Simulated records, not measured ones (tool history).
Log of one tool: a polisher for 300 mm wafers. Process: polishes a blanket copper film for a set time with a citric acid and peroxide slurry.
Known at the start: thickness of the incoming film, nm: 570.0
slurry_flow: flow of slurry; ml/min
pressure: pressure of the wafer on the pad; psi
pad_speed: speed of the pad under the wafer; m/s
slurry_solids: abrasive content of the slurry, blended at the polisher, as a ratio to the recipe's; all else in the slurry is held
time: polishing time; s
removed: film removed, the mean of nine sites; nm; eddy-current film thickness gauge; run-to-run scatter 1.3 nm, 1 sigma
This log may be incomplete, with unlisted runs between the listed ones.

run 1 day=0 | slurry_flow=175 pressure=3.4 pad_speed=1.22 slurry_solids=1 time=81 | removed=236.12
run 2 day=0.129 | slurry_flow=175 pressure=3 pad_speed=1.18 slurry_solids=1 time=81 | removed=205.44
run 3 day=0.342 | slurry_flow=140 pressure=3 pad_speed=1.18 slurry_solids=1 time=81 | removed=196.76
run 4 day=0.446 | slurry_flow=140 pressure=2.7 pad_speed=1.14 slurry_solids=1 time=81 | removed=169.77
run 5 day=0.579 | slurry_flow=135 pressure=2.4 pad_speed=1.14 slurry_solids=1 time=81 | removed=151.58
run 6 day=0.746 | slurry_flow=135 pressure=1.6 pad_speed=1.14 slurry_solids=1 time=81 | removed=103.19

Run 7 is up next; what results do you expect?
run 7 day=1.083 | slurry_flow=135 pressure=1.7 pad_speed=1.14 slurry_solids=1 time=81 | removed=?

{"run 7": {"removed": 109.02}}
